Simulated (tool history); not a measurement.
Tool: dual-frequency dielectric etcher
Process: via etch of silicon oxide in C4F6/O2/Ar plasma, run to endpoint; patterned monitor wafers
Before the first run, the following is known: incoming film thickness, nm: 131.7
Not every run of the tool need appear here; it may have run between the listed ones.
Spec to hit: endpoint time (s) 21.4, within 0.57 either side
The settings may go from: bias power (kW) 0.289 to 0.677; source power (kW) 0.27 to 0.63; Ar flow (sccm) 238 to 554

| run | hour | bias power (kW) | source power (kW) | Ar flow (sccm) | endpoint time (s) |
|---|---|---|---|---|---|
| 1 | 0 | 0.483 | 0.45 | 396 | 26.845 |
| 2 | 6 | 0.483 | 0.41 | 396 | 28.045 |
| 3 | 14.2 | 0.483 | 0.44 | 396 | 27.323 |
| 4 | 16.6 | 0.539 | 0.48 | 386 | 24.833 |
| 5 | 21.1 | 0.539 | 0.41 | 386 | 25.823 |
| 6 | 22.2 | 0.539 | 0.45 | 386 | 25.052 |
|  | 30.6 | Ar flow controller replaced |
| 7 | 30.6 | 0.577 | 0.46 | 384 | 23.829 |
| 8 | 39.6 | 0.604 | 0.47 | 382 | 23 |
| 9 | 45.1 | 0.623 | 0.47 | 381 | 23.078 |
| 10 | 50.6 | 0.639 | 0.48 | 376 | 22.787 |

Exactly one of the 5 candidate moves below puts every result within its allowed miss. Which one?
| A | 56.1 | 0.677 | 0.58 | 362 | ? |
| B | 56.1 | 0.677 | 0.51 | 393 | ? |
| C | 56.1 | 0.677 | 0.58 | 345 | ? |
| D | 56.1 | 0.677 | 0.57 | 317 | ? |
| E | 56.1 | 0.677 | 0.59 | 355 | ? |

| move | endpoint time (s) |
|---|---|
| A | 20.488 |
| B | 21.616 |
| C | 20.364 |
| D | 20.264 |
| E | 20.32 |
A: carries the result that was furthest off beyond its target, to the other side
B: each result inside its tolerance
C: carries the result that was furthest off beyond its target, to the other side
D: carries the result that was furthest off beyond its target, to the other side
E: carries the result that was furthest off beyond its target, to the other side
Correct choice: B, which meets every target

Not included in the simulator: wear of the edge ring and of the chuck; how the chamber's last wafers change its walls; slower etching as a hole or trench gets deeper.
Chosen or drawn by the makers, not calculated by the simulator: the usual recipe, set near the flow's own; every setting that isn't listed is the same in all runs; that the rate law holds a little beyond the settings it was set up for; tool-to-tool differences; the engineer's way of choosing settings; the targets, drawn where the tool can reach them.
